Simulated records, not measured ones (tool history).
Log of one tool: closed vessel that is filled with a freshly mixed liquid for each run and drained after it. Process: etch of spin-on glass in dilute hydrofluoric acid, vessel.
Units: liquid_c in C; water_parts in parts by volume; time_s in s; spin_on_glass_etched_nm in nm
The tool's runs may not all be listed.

| run | hour | liquid_c | water_parts | time_s | spin_on_glass_etched_nm |
|---|---|---|---|---|---|
| 1 | 0.0 | 21.0 | 275 | 135 | 23.507 |
| 2 | 1.2 | 22.0 | 270 | 135 | 25.054 |
| 3 | 8.4 | 22.5 | 265 | 135 | 25.750 |
| 4 | 11.2 | 23.0 | 260 | 135 | 26.913 |
| 5 | 19.4 | 23.5 | 255 | 135 | 28.382 |
| 6 | 26.8 | 24.0 | 250 | 135 | 29.464 |
| 7 | 30.0 | 24.5 | 245 | 135 | 30.893 |
| 8 | 35.2 | 25.0 | 245 | 135 | 31.256 |
| 9 | 36.5 | 25.5 | 240 | 135 | 32.816 |
| 10 | 43.5 | 26.0 | 240 | 135 | 33.498 |
| 11 | 46.6 | 26.5 | 240 | 135 | 33.767 |

Forecast run 12:
| 12 | 48.4 | 26.5 | 240 | 135 | ? |

spin_on_glass_etched_nm: 33.804 nm

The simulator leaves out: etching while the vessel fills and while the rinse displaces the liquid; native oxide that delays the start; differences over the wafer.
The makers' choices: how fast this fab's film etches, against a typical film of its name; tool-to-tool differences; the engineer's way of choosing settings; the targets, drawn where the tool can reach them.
